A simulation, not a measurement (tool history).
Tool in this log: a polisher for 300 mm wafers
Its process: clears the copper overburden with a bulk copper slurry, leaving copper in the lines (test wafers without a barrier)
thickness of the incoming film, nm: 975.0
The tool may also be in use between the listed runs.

run    day  flow of slurry (ml/min)  pressure of the wafer on the pad (kPa)  speed of the pad under the wafer (m/s)  abrasive content of the slurry  overpolish time after the end point (s)  time until the end point was called (s)  dishing of a wide line in a test structure (Å)
  1  0.000                      120                                    18.6                                    0.84                             1.0                                       23                                  118.760                                          756.63
  2  0.279                      120                                    18.6                                    1.04                             1.0                                       23                                   94.818                                          817.52
  3  0.325                      120                                    18.6                                    1.04                             1.0                                       25                                   98.117                                          855.79
  4  0.633                      120                                    14.5                                    1.04                             1.0                                       25                                  123.680                                          733.96
  5  0.750                      120                                    12.4                                    1.04                             1.0                                       25                                  143.270                                          644.14
  6  0.804                      120                                    12.4                                    0.92                             1.0                                       25                                  159.750                                          616.54
  7  0.879                      120                                    13.1                                    0.92                             1.0                                       26                                  152.230                                          667.10

Expected results for the next run?
  8  1.038                      120                                    13.8                                    0.92                             1.0                                       27                                        ?                                               ?

{"run 8": {"time until the end point was called (s)": 145.25, "dishing of a wide line in a test structure (Å)": 713.44}}

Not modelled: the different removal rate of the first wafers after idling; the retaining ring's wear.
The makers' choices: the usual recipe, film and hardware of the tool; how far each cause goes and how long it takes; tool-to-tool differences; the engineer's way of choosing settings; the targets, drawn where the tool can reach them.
